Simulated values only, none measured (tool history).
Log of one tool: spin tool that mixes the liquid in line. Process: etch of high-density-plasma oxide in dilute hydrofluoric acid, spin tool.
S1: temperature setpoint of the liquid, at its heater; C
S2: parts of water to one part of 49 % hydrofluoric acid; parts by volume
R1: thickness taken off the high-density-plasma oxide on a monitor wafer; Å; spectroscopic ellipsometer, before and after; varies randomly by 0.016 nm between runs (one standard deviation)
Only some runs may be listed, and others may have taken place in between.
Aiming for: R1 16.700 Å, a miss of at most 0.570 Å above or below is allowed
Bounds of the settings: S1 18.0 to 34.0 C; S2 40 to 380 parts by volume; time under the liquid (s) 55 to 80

Run 1, hour 0.0: S1 26.0 C, S2 210 parts by volume, time under the liquid (s) 80. Result: R1 36.019 Å.
Run 2, hour 5.2: S1 23.5 C, S2 210 parts by volume, time under the liquid (s) 80. Result: R1 32.869 Å.
Run 3, hour 8.3: S1 23.5 C, S2 160 parts by volume, time under the liquid (s) 80. Result: R1 44.884 Å.
Run 4, hour 16.2: S1 22.0 C, S2 200 parts by volume, time under the liquid (s) 80. Result: R1 33.002 Å.
Run 5, hour 17.6: S1 22.0 C, S2 200 parts by volume, time under the liquid (s) 80. Result: R1 32.454 Å.
At hour 26.6: hydrofluoric acid flow meter replaced.
Run 6, hour 26.6: S1 21.0 C, S2 225 parts by volume, time under the liquid (s) 80. Result: R1 25.649 Å.
Run 7, hour 28.5: S1 20.0 C, S2 240 parts by volume, time under the liquid (s) 80. Result: R1 22.794 Å.
Run 8, hour 35.3: S1 19.5 C, S2 250 parts by volume, time under the liquid (s) 80. Result: R1 21.335 Å.

Which one of the following 5 next-run settings gets every result inside its allowed miss? There is exactly one.
Run A, hour 42.1: S1 19.5 C, S2 275 parts by volume, time under the liquid (s) 65. Result: R1 ?.
Run B, hour 42.1: S1 22.5 C, S2 320 parts by volume, time under the liquid (s) 70. Result: R1 ?.
Run C, hour 42.1: S1 19.0 C, S2 285 parts by volume, time under the liquid (s) 70. Result: R1 ?.
Run D, hour 42.1: S1 19.0 C, S2 275 parts by volume, time under the liquid (s) 80. Result: R1 ?.
Run E, hour 42.1: S1 18.5 C, S2 215 parts by volume, time under the liquid (s) 55. Result: R1 ?.

move      R1
   A  15.327
   B  15.171
   C  15.494
   D  18.516
   E  16.872
A: takes the result that was furthest off past its target
B: takes the result that was furthest off past its target
C: takes the result that was furthest off past its target
D: closes in on the targets versus the last run, not all within tolerance yet
E: all results land within tolerance of their targets
E meets every target.
